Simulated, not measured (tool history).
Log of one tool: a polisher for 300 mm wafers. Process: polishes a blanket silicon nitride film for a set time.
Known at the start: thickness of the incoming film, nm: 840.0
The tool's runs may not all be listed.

| run | day | flow of slurry (ml/min) | pressure of the wafer on the pad (psi) | speed of the pad under the wafer (m/s) | polishing time (s) | film removed (nm) |
|---|---|---|---|---|---|---|
| 1 | 0.000 | 280 | 4.0 | 1.40 | 56 | 140.100 |
| 2 | 0.292 | 280 | 3.1 | 1.40 | 56 | 110.760 |
| 3 | 0.621 | 280 | 3.1 | 1.26 | 56 | 104.300 |
| 4 | 0.800 | 280 | 3.1 | 1.00 | 56 | 93.872 |
| 5 | 0.888 | 280 | 3.5 | 1.00 | 56 | 103.920 |
| 6 | 0.962 | 280 | 3.8 | 1.00 | 56 | 111.220 |
|  | 1.188 | head pressure recalibrated |
| 7 | 1.188 | 280 | 4.1 | 1.00 | 56 | 132.950 |

Run 8 comes next. What will it give?
| 8 | 1.467 | 280 | 4.2 | 1.00 | 56 | ? |

film removed (nm): 134.690
